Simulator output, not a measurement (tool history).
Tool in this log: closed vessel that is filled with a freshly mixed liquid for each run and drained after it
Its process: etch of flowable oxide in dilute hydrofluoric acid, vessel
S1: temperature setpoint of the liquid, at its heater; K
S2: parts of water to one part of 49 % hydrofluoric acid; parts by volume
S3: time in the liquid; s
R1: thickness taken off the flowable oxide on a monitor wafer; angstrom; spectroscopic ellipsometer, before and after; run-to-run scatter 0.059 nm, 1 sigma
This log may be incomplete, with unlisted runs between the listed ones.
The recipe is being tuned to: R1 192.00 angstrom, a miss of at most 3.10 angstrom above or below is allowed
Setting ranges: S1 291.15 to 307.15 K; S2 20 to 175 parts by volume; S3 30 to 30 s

run  hour      S1   S2  S3      R1
  1   0.0  299.15   95  30  133.40
  2   5.6  299.15  110  30  112.81
  3   6.9  300.65  105  30  125.77
  4  11.0  300.65  130  30   98.47
  5  17.7  300.65  115  30  113.60
  6  23.4  301.65  110  30  123.68
  7  26.7  302.65  105  30  136.36
  8  35.3  303.15  100  30  146.16
  9  44.1  303.65  100  30  148.78
 10  50.5  304.15  100  30  150.59
 11  54.8  304.65  100  30  154.89
 12  56.3  305.15  100  30  157.75
 13  57.8  305.65  100  30  160.96
 14  63.9  306.65   95  30  175.48

Consider the 4 candidate settings below. Which is the only one whose results all fall within their allowed miss of target?
  A  70.0  307.15  100  30   ?
  B  70.0  307.15   90  30   ?
  C  70.0  301.65   80  30   ?
  D  70.0  304.65   80  30   ?

move      R1
   A  169.96
   B  191.95
   C  179.04
   D  200.36
A: lands further from the targets than the last run did
B: in spec on every target
C: nearer than the last run, and not there yet
D: pushes the last run's worst result past its target
So the answer is move B, the one that meets all the targets.
